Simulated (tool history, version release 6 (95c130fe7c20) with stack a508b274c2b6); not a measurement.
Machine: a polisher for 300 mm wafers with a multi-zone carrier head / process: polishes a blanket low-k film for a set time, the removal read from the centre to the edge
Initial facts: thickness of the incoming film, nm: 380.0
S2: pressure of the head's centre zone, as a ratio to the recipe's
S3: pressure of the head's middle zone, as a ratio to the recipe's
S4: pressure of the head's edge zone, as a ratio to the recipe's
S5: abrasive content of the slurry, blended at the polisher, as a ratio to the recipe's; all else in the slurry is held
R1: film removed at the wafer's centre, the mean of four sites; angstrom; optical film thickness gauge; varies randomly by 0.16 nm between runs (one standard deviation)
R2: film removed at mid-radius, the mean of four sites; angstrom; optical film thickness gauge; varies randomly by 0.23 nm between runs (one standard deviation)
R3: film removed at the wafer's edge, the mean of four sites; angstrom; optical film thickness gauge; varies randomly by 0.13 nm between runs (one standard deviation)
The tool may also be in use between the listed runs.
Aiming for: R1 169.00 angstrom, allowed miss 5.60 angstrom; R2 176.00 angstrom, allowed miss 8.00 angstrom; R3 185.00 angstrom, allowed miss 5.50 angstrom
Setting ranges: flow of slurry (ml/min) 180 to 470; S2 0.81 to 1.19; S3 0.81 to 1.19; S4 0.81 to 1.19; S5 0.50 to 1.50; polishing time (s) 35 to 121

run 1 day=0.000 | flow_of_slurry_(ml/min)=300 S2=1.00 S3=1.00 S4=1.00 S5=1.00 polishing_time_(s)=78 | R1=251.18 R2=246.75 R3=245.95
run 2 day=0.212 | flow_of_slurry_(ml/min)=295 S2=0.97 S3=0.98 S4=0.98 S5=0.90 polishing_time_(s)=78 | R1=232.58 R2=240.00 R3=234.52
run 3 day=0.458 | flow_of_slurry_(ml/min)=365 S2=0.97 S3=0.98 S4=0.98 S5=0.90 polishing_time_(s)=78 | R1=242.35 R2=241.44 R3=237.97
run 4 day=0.654 | flow_of_slurry_(ml/min)=300 S2=0.97 S3=0.98 S4=0.98 S5=0.90 polishing_time_(s)=78 | R1=238.78 R2=237.96 R3=235.35
run 5 day=0.804 | flow_of_slurry_(ml/min)=300 S2=0.97 S3=0.98 S4=0.98 S5=0.90 polishing_time_(s)=68 | R1=208.76 R2=206.05 R3=206.81
run 6 day=1.179 | flow_of_slurry_(ml/min)=295 S2=0.95 S3=0.96 S4=0.97 S5=0.85 polishing_time_(s)=68 | R1=197.24 R2=199.52 R3=199.43
run 7 day=1.525 | flow_of_slurry_(ml/min)=290 S2=0.94 S3=0.94 S4=0.96 S5=0.85 polishing_time_(s)=68 | R1=195.96 R2=196.91 R3=200.56
run 8 day=1.658 | flow_of_slurry_(ml/min)=285 S2=0.93 S3=0.93 S4=0.95 S5=0.80 polishing_time_(s)=68 | R1=190.38 R2=192.41 R3=194.65
run 9 day=1.754 | flow_of_slurry_(ml/min)=285 S2=0.93 S3=0.93 S4=0.95 S5=0.80 polishing_time_(s)=68 | R1=187.50 R2=197.58 R3=195.12
run 10 day=2.104 | flow_of_slurry_(ml/min)=285 S2=0.93 S3=0.92 S4=0.96 S5=0.80 polishing_time_(s)=68 | R1=189.73 R2=190.46 R3=195.32

Exactly one of the 5 candidate moves below puts every result within its allowed miss. Which one?
run A day=2.454 | flow_of_slurry_(ml/min)=275 S2=0.89 S3=0.93 S4=1.00 S5=0.75 polishing_time_(s)=64 | R1=? R2=? R3=?
run B day=2.454 | flow_of_slurry_(ml/min)=180 S2=0.96 S3=0.92 S4=0.96 S5=0.65 polishing_time_(s)=80 | R1=? R2=? R3=?
run C day=2.454 | flow_of_slurry_(ml/min)=375 S2=1.10 S3=1.05 S4=0.88 S5=1.00 polishing_time_(s)=60 | R1=? R2=? R3=?
run D day=2.454 | flow_of_slurry_(ml/min)=300 S2=1.00 S3=0.87 S4=1.01 S5=0.80 polishing_time_(s)=69 | R1=? R2=? R3=?
run E day=2.454 | flow_of_slurry_(ml/min)=335 S2=0.92 S3=1.07 S4=0.89 S5=0.85 polishing_time_(s)=64 | R1=? R2=? R3=?

move=A R1=170.71 R2=172.53 R3=184.93
move=B R1=209.68 R2=195.61 R3=210.04
move=C R1=222.08 R2=199.91 R3=180.99
move=D R1=212.70 R2=180.66 R3=205.55
move=E R1=186.81 R2=204.95 R3=183.68
A: every result within its allowed miss
B: further off than the last run
C: further off than the last run
D: further off than the last run
E: no nearer and no further than the last run
Correct choice: A, which meets every target
